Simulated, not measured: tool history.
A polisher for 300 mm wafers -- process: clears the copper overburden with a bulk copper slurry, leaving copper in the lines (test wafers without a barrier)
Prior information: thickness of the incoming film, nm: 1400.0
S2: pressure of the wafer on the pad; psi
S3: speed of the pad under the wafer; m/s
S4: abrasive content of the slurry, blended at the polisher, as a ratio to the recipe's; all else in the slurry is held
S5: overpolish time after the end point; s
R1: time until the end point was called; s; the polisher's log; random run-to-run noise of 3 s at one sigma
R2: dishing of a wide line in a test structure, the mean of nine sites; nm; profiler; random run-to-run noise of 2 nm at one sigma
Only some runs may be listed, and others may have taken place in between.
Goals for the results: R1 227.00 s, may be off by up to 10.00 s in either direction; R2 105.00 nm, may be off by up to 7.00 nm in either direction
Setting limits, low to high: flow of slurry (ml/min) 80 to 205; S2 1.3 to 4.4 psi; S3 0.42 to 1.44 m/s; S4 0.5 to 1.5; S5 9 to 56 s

Run 1, hour 0.0: flow of slurry (ml/min) 135, S2 2.8 psi, S3 0.92 m/s, S4 1.0, S5 29 s. Result: R1 155.92 s, R2 129.68 nm.
Run 2, hour 6.9: flow of slurry (ml/min) 115, S2 2.8 psi, S3 0.92 m/s, S4 1.0, S5 29 s. Result: R1 158.76 s, R2 125.60 nm.
Run 3, hour 9.7: flow of slurry (ml/min) 115, S2 2.5 psi, S3 0.92 m/s, S4 1.0, S5 30 s. Result: R1 175.22 s, R2 115.47 nm.
Run 4, hour 12.1: flow of slurry (ml/min) 115, S2 2.3 psi, S3 0.90 m/s, S4 1.0, S5 32 s. Result: R1 195.61 s, R2 113.08 nm.
Run 5, hour 20.3: flow of slurry (ml/min) 115, S2 2.6 psi, S3 0.90 m/s, S4 1.0, S5 32 s. Result: R1 176.24 s, R2 121.22 nm.
Run 6, hour 22.4: flow of slurry (ml/min) 115, S2 2.4 psi, S3 0.90 m/s, S4 1.0, S5 33 s. Result: R1 190.44 s, R2 114.64 nm.
Run 7, hour 25.1: flow of slurry (ml/min) 115, S2 2.3 psi, S3 0.90 m/s, S4 1.0, S5 34 s. Result: R1 199.06 s, R2 113.74 nm.
Run 8, hour 31.6: flow of slurry (ml/min) 115, S2 2.2 psi, S3 0.90 m/s, S4 1.0, S5 35 s. Result: R1 204.92 s, R2 115.31 nm.
Run 9, hour 37.4: flow of slurry (ml/min) 115, S2 2.1 psi, S3 0.90 m/s, S4 1.0, S5 35 s. Result: R1 214.97 s, R2 108.76 nm.

Consider the 5 candidate settings below. Which is the only one whose results all fall within their allowed miss of target?
Run A, hour 43.2: flow of slurry (ml/min) 130, S2 2.4 psi, S3 0.80 m/s, S4 1.1, S5 43 s. Result: R1 ?, R2 ?.
Run B, hour 43.2: flow of slurry (ml/min) 160, S2 2.0 psi, S3 1.00 m/s, S4 1.0, S5 37 s. Result: R1 ?, R2 ?.
Run C, hour 43.2: flow of slurry (ml/min) 85, S2 2.0 psi, S3 1.14 m/s, S4 0.7, S5 38 s. Result: R1 ?, R2 ?.
Run D, hour 43.2: flow of slurry (ml/min) 125, S2 2.3 psi, S3 0.84 m/s, S4 1.1, S5 33 s. Result: R1 ?, R2 ?.
Run E, hour 43.2: flow of slurry (ml/min) 135, S2 2.3 psi, S3 0.76 m/s, S4 1.0, S5 34 s. Result: R1 ?, R2 ?.

move      R1      R2
   A  205.57  132.11
   B  194.14  120.74
   C  204.22  119.39
   D  205.73  114.26
   E  227.46  109.78
A: the biggest miss grows against the last run
B: the biggest miss grows against the last run
C: the biggest miss grows against the last run
D: the biggest miss grows against the last run
E: hits every target within its allowed miss
E meets every target.
